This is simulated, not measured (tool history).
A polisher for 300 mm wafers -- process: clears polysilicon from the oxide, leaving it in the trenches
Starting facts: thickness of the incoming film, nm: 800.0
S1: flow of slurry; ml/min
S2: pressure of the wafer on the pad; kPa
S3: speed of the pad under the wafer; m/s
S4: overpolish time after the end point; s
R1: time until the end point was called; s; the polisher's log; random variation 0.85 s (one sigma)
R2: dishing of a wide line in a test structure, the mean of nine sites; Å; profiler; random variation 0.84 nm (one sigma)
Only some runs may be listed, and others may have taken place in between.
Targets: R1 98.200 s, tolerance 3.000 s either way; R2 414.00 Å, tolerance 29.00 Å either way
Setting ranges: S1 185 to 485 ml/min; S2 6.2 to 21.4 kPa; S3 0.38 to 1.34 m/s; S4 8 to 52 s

run,hour,S1,S2,S3,S4,R1,R2
1,0.0,310,13.8,0.86,26,86.007,420.31
2,7.5,310,13.8,0.86,21,85.050,414.64
3,9.1,310,17.2,0.86,21,68.846,413.70
4,15.8,380,17.2,0.86,21,69.159,420.25
5,23.4,380,16.5,0.86,20,71.889,406.07
6,29.9,440,16.5,0.86,20,70.789,405.68
7,33.6,435,15.9,0.86,21,73.861,427.29
8,41.3,485,12.4,0.78,8,101.430,319.26
9,46.1,480,12.4,0.78,11,102.860,343.55
10,50.7,480,12.4,0.78,13,103.330,373.96
11,57.5,480,12.4,0.78,14,102.950,386.36

Of the 5 settings listed for the next run, only one would bring every result within its allowed miss of target. Which one?
A,64.3,445,11.0,0.92,11,?,?
B,64.3,480,9.7,1.04,20,?,?
C,64.3,470,9.7,1.12,14,?,?
D,64.3,485,13.8,0.66,22,?,?
E,64.3,390,10.3,0.90,9,?,?

move,R1,R2
A,98.356,361.73
B,98.883,408.00
C,92.073,391.25
D,108.860,407.97
E,107.600,324.22
A: the worst result of the last run now meets its target, but another is out of spec
B: each result inside its tolerance
C: pushes the last run's worst result past its target
D: the biggest miss grows against the last run
E: the biggest miss grows against the last run
The move that meets every target is B.
